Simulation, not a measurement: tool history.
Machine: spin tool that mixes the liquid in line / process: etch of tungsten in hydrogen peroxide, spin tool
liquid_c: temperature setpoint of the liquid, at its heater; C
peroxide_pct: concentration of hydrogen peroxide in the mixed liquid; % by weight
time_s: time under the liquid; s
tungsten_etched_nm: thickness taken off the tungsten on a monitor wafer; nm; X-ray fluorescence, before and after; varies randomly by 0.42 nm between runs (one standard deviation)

| run | hour | liquid_c | peroxide_pct | time_s | tungsten_etched_nm |
|---|---|---|---|---|---|
| 1 | 0.0 | 54.0 | 26.0 | 15 | 23.351 |
| 2 | 1.8 | 54.0 | 26.0 | 15 | 23.544 |
| 3 | 2.8 | 54.0 | 24.0 | 15 | 22.655 |
| 4 | 11.3 | 54.0 | 24.0 | 15 | 22.586 |
| 5 | 19.6 | 54.0 | 28.0 | 15 | 24.165 |
| 6 | 21.9 | 56.0 | 28.0 | 15 | 27.401 |
| 7 | 26.4 | 57.5 | 28.0 | 15 | 29.848 |
| 8 | 29.5 | 59.0 | 28.0 | 15 | 33.361 |
| 9 | 36.8 | 60.0 | 28.0 | 15 | 35.192 |
| 10 | 45.5 | 60.0 | 28.0 | 15 | 34.101 |
| 11 | 46.1 | 61.0 | 28.5 | 15 | 36.887 |
| 12 | 52.2 | 62.0 | 28.5 | 15 | 39.313 |
| 13 | 57.3 | 62.0 | 28.5 | 15 | 39.425 |
| 14 | 59.8 | 62.5 | 28.5 | 15 | 40.718 |

Run 15 has not been measured yet. What should we expect?
| 15 | 67.0 | 63.0 | 28.5 | 15 | ? |

Run 15 produced tungsten_etched_nm 41.471 nm.

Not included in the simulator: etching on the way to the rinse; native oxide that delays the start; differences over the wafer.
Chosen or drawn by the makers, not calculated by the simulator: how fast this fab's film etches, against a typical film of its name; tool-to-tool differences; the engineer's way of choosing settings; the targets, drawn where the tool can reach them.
